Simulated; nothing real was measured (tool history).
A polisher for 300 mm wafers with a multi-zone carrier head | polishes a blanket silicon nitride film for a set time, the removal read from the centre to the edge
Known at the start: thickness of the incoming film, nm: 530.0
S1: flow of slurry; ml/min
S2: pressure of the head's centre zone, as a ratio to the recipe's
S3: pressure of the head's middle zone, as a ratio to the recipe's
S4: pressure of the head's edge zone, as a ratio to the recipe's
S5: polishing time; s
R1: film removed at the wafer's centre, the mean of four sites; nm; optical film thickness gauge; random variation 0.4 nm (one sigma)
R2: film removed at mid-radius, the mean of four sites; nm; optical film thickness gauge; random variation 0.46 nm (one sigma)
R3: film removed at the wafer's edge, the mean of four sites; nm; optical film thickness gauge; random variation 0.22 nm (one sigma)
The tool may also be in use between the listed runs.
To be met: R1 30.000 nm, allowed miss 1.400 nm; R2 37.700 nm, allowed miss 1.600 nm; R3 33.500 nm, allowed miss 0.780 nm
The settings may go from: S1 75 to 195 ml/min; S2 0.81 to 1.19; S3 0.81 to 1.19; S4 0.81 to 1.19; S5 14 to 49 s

run	day	S1	S2	S3	S4	S5	R1	R2	R3
1	0.000	125	1.00	1.00	1.00	31	42.974	47.341	46.385
2	0.250	125	1.00	0.93	1.00	31	42.510	44.753	46.230
3	0.283	150	1.00	0.93	1.00	31	44.132	46.078	47.671
4	0.604	145	0.99	0.94	0.98	30	41.491	45.874	45.807
# day 0.700: centre zone pressure recalibrated
5	0.700	170	0.99	0.94	0.98	30	48.034	45.880	46.609
6	0.875	160	0.99	0.94	0.96	29	45.881	43.211	44.435
7	1.050	150	0.97	0.96	0.95	28	42.418	42.408	41.578
8	1.121	140	0.95	0.96	0.94	28	41.776	42.721	41.481
9	1.371	135	0.94	0.97	0.94	27	39.609	40.832	39.428
10	1.412	100	0.84	1.07	0.87	26	31.138	39.278	34.303

Which of these 5 next moves meets every target?
A	1.454	100	0.86	1.07	0.87	25	?	?	?
B	1.454	85	0.81	1.09	0.87	28	?	?	?
C	1.454	90	0.91	0.99	0.87	25	?	?	?
D	1.454	110	0.85	1.08	0.86	26	?	?	?
E	1.454	100	0.83	1.12	0.81	26	?	?	?

move	R1	R2	R3
A	30.158	37.867	33.093
B	29.737	40.677	35.668
C	30.600	34.183	32.342
D	32.051	40.868	34.915
E	30.271	40.961	33.321
A: meets every target
B: further off than the last run
C: takes the result that was furthest off past its target
D: further off than the last run
E: brings the result that was furthest off to its target, and leaves another outside
Answer: A

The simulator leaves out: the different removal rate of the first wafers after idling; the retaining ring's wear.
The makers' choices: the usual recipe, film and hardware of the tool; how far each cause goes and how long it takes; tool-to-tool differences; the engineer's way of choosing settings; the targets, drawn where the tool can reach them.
